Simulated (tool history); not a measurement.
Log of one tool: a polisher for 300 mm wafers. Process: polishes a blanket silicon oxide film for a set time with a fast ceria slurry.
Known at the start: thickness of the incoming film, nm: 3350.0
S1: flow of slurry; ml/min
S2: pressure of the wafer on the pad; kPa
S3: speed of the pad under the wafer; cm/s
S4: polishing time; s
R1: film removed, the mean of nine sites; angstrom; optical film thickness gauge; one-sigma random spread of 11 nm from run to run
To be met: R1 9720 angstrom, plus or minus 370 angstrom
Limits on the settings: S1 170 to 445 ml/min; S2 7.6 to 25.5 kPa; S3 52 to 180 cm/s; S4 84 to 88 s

| run | hour | S1 | S2 | S3 | S4 | R1 |
|---|---|---|---|---|---|---|
| 1 | 0 | 285 | 16.5 | 116 | 84 | 13001 |
| 2 | 1.7 | 285 | 16.5 | 132 | 84 | 14884 |
| 3 | 8.8 | 285 | 16.5 | 132 | 88 | 15495 |
| 4 | 9.5 | 240 | 16.5 | 132 | 88 | 15082 |
| 5 | 14.1 | 180 | 16.5 | 132 | 88 | 14555 |
| 6 | 22.4 | 180 | 16.5 | 148 | 88 | 16195 |
| 7 | 23.3 | 180 | 13.8 | 146 | 88 | 13328 |
| 8 | 28.9 | 180 | 12.4 | 146 | 88 | 12152 |
| 9 | 36.1 | 180 | 12.4 | 146 | 88 | 12260 |
| 10 | 43.5 | 180 | 11 | 146 | 88 | 10826 |

Next run, 4 choices. One meets every target within its allowed miss, the rest don't. Which?
| A | 50.9 | 175 | 12.4 | 148 | 88 | ? |
| B | 50.9 | 170 | 8.3 | 176 | 88 | ? |
| C | 50.9 | 195 | 11 | 116 | 88 | ? |
| D | 50.9 | 170 | 12.4 | 144 | 86 | ? |

| move | R1 |
|---|---|
| A | 12398 |
| B | 9931.1 |
| C | 8902.3 |
| D | 11732 |
A: the biggest miss grows against the last run
B: all results in spec
C: takes the result that was furthest off past its target
D: the biggest miss grows against the last run
The right move is B.
